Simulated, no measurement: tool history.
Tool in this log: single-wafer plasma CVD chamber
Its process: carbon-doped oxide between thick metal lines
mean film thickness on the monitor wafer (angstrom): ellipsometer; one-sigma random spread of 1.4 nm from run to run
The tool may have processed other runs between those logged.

| run | hour | heater temperature setpoint (K) | chamber pressure (mTorr) | RF power (kW) | deposition time (s) | mean film thickness on the monitor wafer (angstrom) |
|---|---|---|---|---|---|---|
| 1 | 0.0 | 618.15 | 4680 | 0.515 | 68.0 | 3566.0 |
| 2 | 3.2 | 616.15 | 4930 | 0.530 | 68.0 | 3679.0 |
| 3 | 4.1 | 614.15 | 5110 | 0.540 | 68.0 | 3768.3 |
| 4 | 12.9 | 614.15 | 4400 | 0.540 | 68.0 | 3674.1 |
| 5 | 13.5 | 614.15 | 4400 | 0.540 | 64.6 | 3475.1 |
| 6 | 22.2 | 614.15 | 5050 | 0.540 | 64.6 | 3564.2 |
| 7 | 30.9 | 614.15 | 5240 | 0.560 | 64.8 | 3682.6 |
| 8 | 36.6 | 613.15 | 5420 | 0.570 | 64.9 | 3748.9 |
| 9 | 43.8 | 612.15 | 5550 | 0.580 | 65.0 | 3836.5 |

For run 10, what comes out?
| 10 | 49.7 | 612.15 | 5630 | 0.585 | 65.0 | ? |

{"run 10": {"mean film thickness on the monitor wafer (angstrom)": 3829.7}}

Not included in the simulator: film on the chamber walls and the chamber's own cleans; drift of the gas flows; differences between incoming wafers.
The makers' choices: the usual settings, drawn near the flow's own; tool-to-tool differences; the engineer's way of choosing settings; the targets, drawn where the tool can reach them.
